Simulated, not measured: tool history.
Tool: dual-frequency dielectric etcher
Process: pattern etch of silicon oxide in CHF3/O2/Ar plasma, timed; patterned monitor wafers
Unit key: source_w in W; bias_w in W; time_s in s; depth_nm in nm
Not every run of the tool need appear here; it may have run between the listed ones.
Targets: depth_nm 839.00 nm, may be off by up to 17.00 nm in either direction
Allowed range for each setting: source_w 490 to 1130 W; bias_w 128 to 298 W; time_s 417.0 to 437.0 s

run    day  source_w  bias_w  time_s  depth_nm
  1  0.000       810     213   417.0   1005.90
  2  0.104       810     194   417.0    959.99
  3  0.438       740     191   417.0    920.22
  4  0.608       740     169   417.0    863.83
  5  0.771       740     169   437.0    901.13
  6  0.921       740     169   437.0    900.48
  7  1.179       710     168   437.0    886.14
  8  1.321       710     168   437.0    891.99
  9  1.396       680     167   437.0    880.70

Consider the 4 candidate settings below. Which is the only one whose results all fall within their allowed miss of target?
  A  1.471       660     171   419.5         ?
  B  1.471       790     144   419.5         ?
  C  1.471       590     166   424.0         ?
  D  1.471       690     156   417.0         ?

move  depth_nm
   A    840.16
   B    811.81
   C    803.72
   D    805.50
A: every result lands within tolerance
B: carries the result that was furthest off beyond its target, to the other side
C: carries the result that was furthest off beyond its target, to the other side
D: carries the result that was furthest off beyond its target, to the other side
Correct choice: A, which meets every target

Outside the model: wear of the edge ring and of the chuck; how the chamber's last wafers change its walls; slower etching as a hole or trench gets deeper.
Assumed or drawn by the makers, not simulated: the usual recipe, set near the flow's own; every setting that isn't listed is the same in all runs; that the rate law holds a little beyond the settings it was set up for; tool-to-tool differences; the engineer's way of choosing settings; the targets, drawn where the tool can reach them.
